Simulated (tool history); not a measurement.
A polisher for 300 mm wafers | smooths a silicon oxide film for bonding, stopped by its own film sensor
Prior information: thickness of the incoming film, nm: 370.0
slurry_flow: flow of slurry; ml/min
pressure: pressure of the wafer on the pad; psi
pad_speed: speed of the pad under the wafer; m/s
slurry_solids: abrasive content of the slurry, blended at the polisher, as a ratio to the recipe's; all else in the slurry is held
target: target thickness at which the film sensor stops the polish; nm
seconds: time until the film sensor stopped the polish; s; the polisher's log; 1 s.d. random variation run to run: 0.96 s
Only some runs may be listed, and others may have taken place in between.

run    day  slurry_flow  pressure  pad_speed  slurry_solids  target  seconds
  1  0.000          245       1.5       0.76            1.0     332  122.260
  2  0.325          245       1.8       0.76            1.0     332  107.090
  3  0.500          245       1.8       0.82            1.0     332  101.480
  4  0.746          245       1.9       0.82            1.0     332   98.278
  5  0.912          245       1.9       0.74            1.0     332  106.800
  6  1.242          245       2.3       0.74            1.0     332   90.242

Estimate the outcome of run 7 from the log above:
  7  1.338          245       2.3       0.78            1.0     332        ?

Run 7 gave seconds 85.782 s.

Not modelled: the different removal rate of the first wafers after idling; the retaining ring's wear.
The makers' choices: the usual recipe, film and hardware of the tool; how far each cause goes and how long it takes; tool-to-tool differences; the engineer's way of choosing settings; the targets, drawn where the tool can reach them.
